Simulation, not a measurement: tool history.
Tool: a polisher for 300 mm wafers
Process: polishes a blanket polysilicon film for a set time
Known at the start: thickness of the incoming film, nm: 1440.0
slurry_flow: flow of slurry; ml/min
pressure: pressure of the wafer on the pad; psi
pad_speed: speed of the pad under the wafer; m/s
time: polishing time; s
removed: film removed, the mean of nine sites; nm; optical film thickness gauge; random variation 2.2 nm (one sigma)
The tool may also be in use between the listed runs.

{"run": 1, "day": 0.0, "slurry_flow": 140, "pressure": 2.0, "pad_speed": 0.92, "time": 46, "removed": 256.66}
{"run": 2, "day": 0.167, "slurry_flow": 155, "pressure": 2.1, "pad_speed": 0.92, "time": 46, "removed": 275.14}
{"run": 3, "day": 0.283, "slurry_flow": 165, "pressure": 2.2, "pad_speed": 0.92, "time": 46, "removed": 294.67}
{"run": 4, "day": 0.588, "slurry_flow": 165, "pressure": 2.2, "pad_speed": 0.92, "time": 46, "removed": 292.98}
{"run": 5, "day": 0.838, "slurry_flow": 175, "pressure": 2.3, "pad_speed": 0.92, "time": 46, "removed": 306.97}
{"run": 6, "day": 0.912, "slurry_flow": 175, "pressure": 2.3, "pad_speed": 0.7, "time": 46, "removed": 240.77}
{"run": 7, "day": 1.042, "slurry_flow": 180, "pressure": 2.5, "pad_speed": 0.7, "time": 46, "removed": 257.73}
{"run": 8, "day": 1.25, "slurry_flow": 190, "pressure": 2.7, "pad_speed": 0.7, "time": 46, "removed": 283.91}
{"day": 1.362, "done": "slurry nozzle cleaned"}
{"run": 9, "day": 1.362, "slurry_flow": 190, "pressure": 2.7, "pad_speed": 0.7, "time": 46, "removed": 298.69}

The next listed run, before its measurement:
{"run": 10, "day": 1.675, "slurry_flow": 195, "pressure": 2.8, "pad_speed": 0.7, "time": 46, "removed": "?"}

removed: 314.60 nm
